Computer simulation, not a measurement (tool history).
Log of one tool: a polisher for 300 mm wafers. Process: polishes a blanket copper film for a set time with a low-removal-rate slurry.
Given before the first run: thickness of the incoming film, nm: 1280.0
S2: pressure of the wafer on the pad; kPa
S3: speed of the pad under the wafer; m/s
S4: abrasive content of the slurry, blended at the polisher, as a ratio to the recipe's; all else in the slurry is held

run 1 hour=0.0 | flow_of_slurry_(ml/min)=145 S2=16.5 S3=1.12 S4=1.0 polishing_time_(s)=124 | film_removed_(Å)=2812.5
run 2 hour=2.6 | flow_of_slurry_(ml/min)=145 S2=16.5 S3=1.12 S4=0.8 polishing_time_(s)=124 | film_removed_(Å)=2648.6
run 3 hour=5.7 | flow_of_slurry_(ml/min)=155 S2=17.9 S3=1.12 S4=0.8 polishing_time_(s)=124 | film_removed_(Å)=2833.8
run 4 hour=8.9 | flow_of_slurry_(ml/min)=135 S2=17.9 S3=1.12 S4=0.8 polishing_time_(s)=124 | film_removed_(Å)=2800.4
run 5 hour=16.5 | flow_of_slurry_(ml/min)=140 S2=19.3 S3=1.12 S4=0.8 polishing_time_(s)=124 | film_removed_(Å)=2909.0
run 6 hour=18.2 | flow_of_slurry_(ml/min)=150 S2=20.0 S3=1.12 S4=0.8 polishing_time_(s)=124 | film_removed_(Å)=3024.0

Run 7, settings as shown, results not yet in. Your forecast:
run 7 hour=20.1 | flow_of_slurry_(ml/min)=150 S2=20.7 S3=1.12 S4=0.8 polishing_time_(s)=124 | film_removed_(Å)=?

{"run 7": {"film removed (Å)": 3064.1}}

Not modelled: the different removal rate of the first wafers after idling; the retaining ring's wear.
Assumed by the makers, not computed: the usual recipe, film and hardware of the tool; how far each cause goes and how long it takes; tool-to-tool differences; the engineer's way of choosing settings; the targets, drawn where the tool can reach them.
